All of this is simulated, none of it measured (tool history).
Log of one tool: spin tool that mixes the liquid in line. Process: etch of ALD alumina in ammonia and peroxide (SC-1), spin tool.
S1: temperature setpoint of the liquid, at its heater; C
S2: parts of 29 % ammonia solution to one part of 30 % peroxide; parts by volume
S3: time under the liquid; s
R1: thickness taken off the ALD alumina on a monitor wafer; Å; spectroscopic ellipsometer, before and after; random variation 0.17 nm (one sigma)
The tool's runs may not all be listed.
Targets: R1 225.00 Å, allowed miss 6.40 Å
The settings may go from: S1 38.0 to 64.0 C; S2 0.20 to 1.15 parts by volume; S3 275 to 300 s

run	hour	S1	S2	S3	R1
1	0.0	48.0	0.65	275	138.91
2	1.9	48.0	0.55	275	134.81
3	5.8	48.0	0.55	275	136.08
4	10.0	48.0	0.55	300	145.65
5	16.2	49.0	0.55	300	156.42
6	20.8	49.0	0.45	300	152.42
7	24.4	50.0	0.45	300	163.74
8	29.4	50.5	0.45	300	166.58
9	36.2	51.0	0.45	300	174.20
10	44.6	51.5	0.45	300	176.55
11	52.3	52.0	0.45	300	179.86
12	57.5	52.5	0.45	300	183.64
13	62.0	53.0	0.45	300	191.40
14	67.9	53.5	0.45	300	197.24
15	71.4	54.0	0.45	300	199.54
16	77.3	54.5	0.45	300	207.12
17	83.8	55.5	0.45	300	217.63

4 next moves are on the table. One of them brings every result within its allowed miss. Which?
A	90.3	55.0	0.40	300	?
B	90.3	61.0	0.20	275	?
C	90.3	59.0	0.45	275	?
D	90.3	57.5	0.20	300	?

move	R1
A	211.18
B	247.75
C	241.42
D	225.57
A: further off than the last run
B: takes the result that was furthest off past its target
C: takes the result that was furthest off past its target
D: meets every target
The right move is D.
